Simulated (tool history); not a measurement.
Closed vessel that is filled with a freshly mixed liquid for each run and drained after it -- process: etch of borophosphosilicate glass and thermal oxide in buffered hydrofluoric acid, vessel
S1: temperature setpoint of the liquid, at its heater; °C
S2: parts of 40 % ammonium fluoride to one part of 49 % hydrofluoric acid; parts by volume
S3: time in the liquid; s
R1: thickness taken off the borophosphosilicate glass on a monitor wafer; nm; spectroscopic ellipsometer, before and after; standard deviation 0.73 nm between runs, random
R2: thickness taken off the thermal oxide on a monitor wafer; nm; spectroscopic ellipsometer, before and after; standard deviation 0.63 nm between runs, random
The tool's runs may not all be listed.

run  hour  S1  S2  S3      R1      R2
  1   0.0  21  14  60  44.086  42.317
  2   6.8  19  14  60  40.169  38.383
  3   8.8  22  14  60  46.790  45.285
  4  13.6  22  14  80  61.843  60.034
  5  18.9  23  14  80  65.254  63.210
  6  27.8  24  14  80  69.260  67.126

What does the tool deliver on the next run?
  7  33.5  25  14  80   ?   ?

Run 7 produced R1 72.801 nm, R2 70.172 nm.
